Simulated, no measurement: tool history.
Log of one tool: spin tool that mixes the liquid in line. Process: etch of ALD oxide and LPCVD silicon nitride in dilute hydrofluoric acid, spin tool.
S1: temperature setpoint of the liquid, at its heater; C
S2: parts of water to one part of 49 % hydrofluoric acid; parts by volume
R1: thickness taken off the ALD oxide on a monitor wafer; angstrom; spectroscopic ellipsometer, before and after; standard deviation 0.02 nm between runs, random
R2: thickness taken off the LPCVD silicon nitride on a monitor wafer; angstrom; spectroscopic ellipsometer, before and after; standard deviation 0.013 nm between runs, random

Run 1, hour 0: S1 21 C, S2 140 parts by volume, time under the liquid (s) 125. Result: R1 105.98 angstrom, R2 3.0452 angstrom.
Run 2, hour 4.8: S1 20.5 C, S2 170 parts by volume, time under the liquid (s) 125. Result: R1 84.226 angstrom, R2 2.6911 angstrom.
Run 3, hour 7.8: S1 18.5 C, S2 170 parts by volume, time under the liquid (s) 125. Result: R1 77.085 angstrom, R2 2.1888 angstrom.
Run 4, hour 14.4: S1 18.5 C, S2 170 parts by volume, time under the liquid (s) 150. Result: R1 92.626 angstrom, R2 2.4833 angstrom.
Run 5, hour 22.2: S1 18.5 C, S2 190 parts by volume, time under the liquid (s) 140. Result: R1 76.202 angstrom, R2 2.3369 angstrom.
Run 6, hour 28.5: S1 18.5 C, S2 225 parts by volume, time under the liquid (s) 140. Result: R1 62.24 angstrom, R2 2.0479 angstrom.
Run 7, hour 32.8: S1 18.5 C, S2 225 parts by volume, time under the liquid (s) 140. Result: R1 61.936 angstrom, R2 1.9604 angstrom.
Run 8, hour 41.5: S1 18.5 C, S2 230 parts by volume, time under the liquid (s) 130. Result: R1 56.586 angstrom, R2 1.735 angstrom.

Forecast run 9:
Run 9, hour 47.6: S1 18.5 C, S2 235 parts by volume, time under the liquid (s) 120. Result: R1 ?, R2 ?.

For run 9 the tool returned R1 50.347 angstrom, R2 1.554 angstrom.
